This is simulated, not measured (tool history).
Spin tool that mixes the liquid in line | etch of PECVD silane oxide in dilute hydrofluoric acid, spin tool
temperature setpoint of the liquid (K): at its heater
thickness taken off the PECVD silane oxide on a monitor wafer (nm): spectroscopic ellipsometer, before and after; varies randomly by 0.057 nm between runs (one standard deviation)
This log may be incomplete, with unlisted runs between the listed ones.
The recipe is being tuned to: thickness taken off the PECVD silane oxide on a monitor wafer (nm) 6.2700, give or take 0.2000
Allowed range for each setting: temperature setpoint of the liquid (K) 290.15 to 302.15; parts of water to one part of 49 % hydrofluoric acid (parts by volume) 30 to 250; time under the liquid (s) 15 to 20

run	hour	temperature setpoint of the liquid (K)	parts of water to one part of 49 % hydrofluoric acid (parts by volume)	time under the liquid (s)	thickness taken off the PECVD silane oxide on a monitor wafer (nm)
1	0.0	294.15	140	20	2.5411
2	2.5	294.65	135	20	2.7186
3	7.4	295.15	130	20	2.8782
4	13.6	295.15	130	15	2.1458
5	22.5	293.15	130	15	1.9962
6	27.1	293.15	150	15	1.6920
7	28.9	294.15	140	15	1.9121
8	35.3	294.65	130	15	2.1515
9	36.4	298.65	75	15	4.6804
10	40.9	299.15	75	15	4.6721
11	45.5	299.65	75	15	4.8091
12	46.4	301.15	65	15	5.9744

Below are 5 possible settings for the next run. Only one of them brings all results inside the allowed miss of their targets. Which is it?
A	47.3	298.15	55	15	?
B	47.3	300.65	85	20	?
C	47.3	301.15	75	20	?
D	47.3	301.65	90	20	?
E	47.3	302.15	90	20	?

move	thickness taken off the PECVD silane oxide on a monitor wafer (nm)
A	6.2776
B	5.7429
C	6.7291
D	5.5986
E	5.7067
A: every result lands within tolerance
B: lands further from the targets than the last run did
C: takes the biggest miss from the last run beyond its target
D: lands further from the targets than the last run did
E: lands further from the targets than the last run did
The right move is A.
